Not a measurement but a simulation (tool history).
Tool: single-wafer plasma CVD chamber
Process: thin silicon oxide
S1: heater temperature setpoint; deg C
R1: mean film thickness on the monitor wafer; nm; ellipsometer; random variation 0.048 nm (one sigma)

run 1 hour=0 | S1=410 chamber_pressure_(mTorr)=960 RF_power_(W)=260 deposition_time_(s)=8 | R1=15.034
run 2 hour=6.7 | S1=410 chamber_pressure_(mTorr)=960 RF_power_(W)=285 deposition_time_(s)=8 | R1=15.524
run 3 hour=8.9 | S1=410 chamber_pressure_(mTorr)=882 RF_power_(W)=280 deposition_time_(s)=8 | R1=14.64
run 4 hour=15.5 | S1=410 chamber_pressure_(mTorr)=814 RF_power_(W)=275 deposition_time_(s)=8 | R1=13.778
run 5 hour=22.4 | S1=410 chamber_pressure_(mTorr)=814 RF_power_(W)=275 deposition_time_(s)=7.6 | R1=13.144
run 6 hour=28.6 | S1=410 chamber_pressure_(mTorr)=783 RF_power_(W)=275 deposition_time_(s)=7.6 | R1=12.749
run 7 hour=33.7 | S1=410 chamber_pressure_(mTorr)=763 RF_power_(W)=275 deposition_time_(s)=7.6 | R1=12.434
run 8 hour=42.4 | S1=410 chamber_pressure_(mTorr)=763 RF_power_(W)=275 deposition_time_(s)=7.6 | R1=12.519

Forecast run 9:
run 9 hour=48.4 | S1=410 chamber_pressure_(mTorr)=748 RF_power_(W)=275 deposition_time_(s)=7.6 | R1=?

{"run 9": {"R1": 12.329}}
